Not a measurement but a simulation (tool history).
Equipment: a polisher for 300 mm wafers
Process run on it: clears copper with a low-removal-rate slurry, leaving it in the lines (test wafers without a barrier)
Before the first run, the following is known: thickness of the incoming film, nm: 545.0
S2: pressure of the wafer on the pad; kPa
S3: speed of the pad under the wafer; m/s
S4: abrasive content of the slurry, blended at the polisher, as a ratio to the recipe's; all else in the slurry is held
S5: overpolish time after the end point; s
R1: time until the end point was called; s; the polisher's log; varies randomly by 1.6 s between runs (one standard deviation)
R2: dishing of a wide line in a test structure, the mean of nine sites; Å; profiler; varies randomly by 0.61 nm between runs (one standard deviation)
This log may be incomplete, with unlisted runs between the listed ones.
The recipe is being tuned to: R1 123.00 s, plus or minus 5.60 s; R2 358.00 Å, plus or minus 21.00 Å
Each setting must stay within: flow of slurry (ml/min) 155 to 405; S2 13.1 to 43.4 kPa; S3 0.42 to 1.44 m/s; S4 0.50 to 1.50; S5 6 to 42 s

run 1 hour=0.0 | flow_of_slurry_(ml/min)=260 S2=28.3 S3=0.92 S4=1.00 S5=21 | R1=163.43 R2=403.43
run 2 hour=8.4 | flow_of_slurry_(ml/min)=260 S2=28.3 S3=0.92 S4=1.00 S5=16 | R1=162.65 R2=339.38
run 3 hour=15.0 | flow_of_slurry_(ml/min)=260 S2=29.6 S3=0.92 S4=1.00 S5=15 | R1=157.17 R2=336.18
run 4 hour=23.2 | flow_of_slurry_(ml/min)=260 S2=29.6 S3=0.74 S4=1.00 S5=15 | R1=186.49 R2=299.49
run 5 hour=31.4 | flow_of_slurry_(ml/min)=260 S2=32.4 S3=0.74 S4=1.00 S5=15 | R1=172.05 R2=310.04
run 6 hour=32.9 | flow_of_slurry_(ml/min)=260 S2=32.4 S3=0.56 S4=1.00 S5=15 | R1=195.86 R2=277.86
run 7 hour=35.0 | flow_of_slurry_(ml/min)=260 S2=34.5 S3=0.58 S4=1.00 S5=15 | R1=188.18 R2=296.71
run 8 hour=39.8 | flow_of_slurry_(ml/min)=270 S2=42.1 S3=0.82 S4=1.05 S5=8 | R1=131.55 R2=236.98
run 9 hour=41.3 | flow_of_slurry_(ml/min)=270 S2=40.7 S3=0.90 S4=1.05 S5=18 | R1=124.44 R2=441.38
run 10 hour=41.9 | flow_of_slurry_(ml/min)=270 S2=40.7 S3=0.90 S4=1.05 S5=17 | R1=124.54 R2=446.95
run 11 hour=46.8 | flow_of_slurry_(ml/min)=270 S2=40.7 S3=0.90 S4=1.05 S5=16 | R1=127.84 R2=419.86
run 12 hour=51.2 | flow_of_slurry_(ml/min)=270 S2=42.1 S3=0.90 S4=1.05 S5=10 | R1=123.32 R2=288.80
run 13 hour=55.4 | flow_of_slurry_(ml/min)=270 S2=42.1 S3=0.90 S4=1.05 S5=11 | R1=121.37 R2=314.60
run 14 hour=60.4 | flow_of_slurry_(ml/min)=270 S2=41.4 S3=0.90 S4=1.05 S5=12 | R1=124.36 R2=336.22

Which of these 5 next moves meets every target?
run A hour=65.4 | flow_of_slurry_(ml/min)=285 S2=42.7 S3=0.76 S4=1.50 S5=13 | R1=? R2=?
run B hour=65.4 | flow_of_slurry_(ml/min)=315 S2=40.7 S3=1.04 S4=1.20 S5=14 | R1=? R2=?
run C hour=65.4 | flow_of_slurry_(ml/min)=220 S2=37.2 S3=0.86 S4=1.10 S5=15 | R1=? R2=?
run D hour=65.4 | flow_of_slurry_(ml/min)=280 S2=43.4 S3=0.80 S4=1.25 S5=11 | R1=? R2=?
run E hour=65.4 | flow_of_slurry_(ml/min)=290 S2=40.7 S3=0.94 S4=1.05 S5=11 | R1=? R2=?

move=A R1=122.05 R2=364.99
move=B R1=110.42 R2=416.55
move=C R1=139.74 R2=365.60
move=D R1=122.68 R2=318.00
move=E R1=122.24 R2=318.38
A: all results land within tolerance of their targets
B: moves the result that the last run missed by most past its target, out the other side
C: brings the result that was furthest off to its target, and leaves another outside
D: further off than the last run
E: further off than the last run
A is the move that brings every result within its allowed miss.

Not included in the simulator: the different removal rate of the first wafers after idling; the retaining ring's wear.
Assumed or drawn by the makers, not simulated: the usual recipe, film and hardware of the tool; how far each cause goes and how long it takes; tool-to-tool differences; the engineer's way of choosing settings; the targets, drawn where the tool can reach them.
